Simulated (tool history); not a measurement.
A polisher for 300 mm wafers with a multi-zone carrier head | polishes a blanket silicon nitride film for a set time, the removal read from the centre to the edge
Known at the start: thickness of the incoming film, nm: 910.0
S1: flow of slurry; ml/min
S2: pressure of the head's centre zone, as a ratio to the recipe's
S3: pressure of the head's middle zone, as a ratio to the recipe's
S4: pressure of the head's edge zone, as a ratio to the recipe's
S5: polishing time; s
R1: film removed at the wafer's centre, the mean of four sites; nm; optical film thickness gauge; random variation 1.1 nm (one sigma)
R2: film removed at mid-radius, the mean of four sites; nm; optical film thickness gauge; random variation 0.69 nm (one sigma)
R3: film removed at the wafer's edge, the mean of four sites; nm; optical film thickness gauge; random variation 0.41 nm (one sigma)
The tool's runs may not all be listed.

Run 1, hour 0: S1 210 ml/min, S2 1, S3 1, S4 1, S5 39 s. Result: R1 115.31 nm, R2 106.96 nm, R3 105.34 nm.
Run 2, hour 6.5: S1 210 ml/min, S2 1, S3 1, S4 1.05, S5 39 s. Result: R1 110.29 nm, R2 108.48 nm, R3 107.07 nm.
Run 3, hour 11.8: S1 180 ml/min, S2 1, S3 1, S4 1.05, S5 39 s. Result: R1 114.37 nm, R2 106.05 nm, R3 105.27 nm.
Run 4, hour 12.4: S1 175 ml/min, S2 1, S3 0.99, S4 1.03, S5 36 s. Result: R1 98.776 nm, R2 94.366 nm, R3 98.02 nm.
Run 5, hour 18.6: S1 175 ml/min, S2 1, S3 0.99, S4 1.03, S5 26 s. Result: R1 74.744 nm, R2 68.471 nm, R3 70.535 nm.
Run 6, hour 22.3: S1 175 ml/min, S2 1.01, S3 0.99, S4 1.01, S5 25 s. Result: R1 71.485 nm, R2 66.512 nm, R3 66.832 nm.
Run 7, hour 25.7: S1 175 ml/min, S2 1.01, S3 0.99, S4 1.01, S5 25 s. Result: R1 72.648 nm, R2 65.971 nm, R3 66.152 nm.
Run 8, hour 32.9: S1 170 ml/min, S2 1.02, S3 0.98, S4 1, S5 25 s. Result: R1 72.404 nm, R2 64.962 nm, R3 67.515 nm.
Run 9, hour 40.4: S1 170 ml/min, S2 1.02, S3 0.98, S4 1, S5 25 s. Result: R1 72.642 nm, R2 65.8 nm, R3 65.679 nm.
Run 10, hour 45.5: S1 165 ml/min, S2 1.03, S3 0.97, S4 0.99, S5 25 s. Result: R1 73.424 nm, R2 64.296 nm, R3 65.762 nm.
Run 11, hour 50.5: S1 160 ml/min, S2 1.09, S3 0.95, S4 0.89, S5 22 s. Result: R1 68.634 nm, R2 55.767 nm, R3 54.726 nm.
Run 12, hour 58.4: S1 165 ml/min, S2 1.09, S3 0.95, S4 0.9, S5 22 s. Result: R1 66.176 nm, R2 56.986 nm, R3 56.071 nm.
Run 13, hour 61.1: S1 160 ml/min, S2 1.1, S3 0.95, S4 0.91, S5 22 s. Result: R1 69.244 nm, R2 55.71 nm, R3 56.547 nm.
Run 14, hour 61.8: S1 165 ml/min, S2 1.1, S3 0.95, S4 0.91, S5 22 s. Result: R1 67.717 nm, R2 57.898 nm, R3 55.561 nm.

Forecast run 15:
Run 15, hour 64.5: S1 170 ml/min, S2 1.16, S3 0.93, S4 0.99, S5 23 s. Result: R1 ?, R2 ?, R3 ?.

{"run 15": {"R1": 75.937, "R2": 58.959, "R3": 60.802}}
